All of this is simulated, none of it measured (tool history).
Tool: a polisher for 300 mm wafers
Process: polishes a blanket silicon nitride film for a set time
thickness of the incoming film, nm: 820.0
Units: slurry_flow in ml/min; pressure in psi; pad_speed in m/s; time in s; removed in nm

run	day	slurry_flow	pressure	pad_speed	time	removed
1	0.000	305	3.1	0.98	71	95.480
2	0.346	305	2.8	0.98	71	86.923
3	0.496	265	2.8	0.98	71	86.448
4	0.850	265	3.1	0.98	71	93.953
5	0.988	265	3.1	1.22	71	113.840
6	1.312	265	3.1	1.10	71	104.860
7	1.479	265	2.7	1.10	71	89.558
8	1.717	265	2.5	1.10	71	86.662
9	1.754	265	2.3	1.08	71	76.943

Run 10 comes next. What will it give?
10	1.888	265	2.3	1.08	71	?

Run 10 gave removed 76.465 nm.
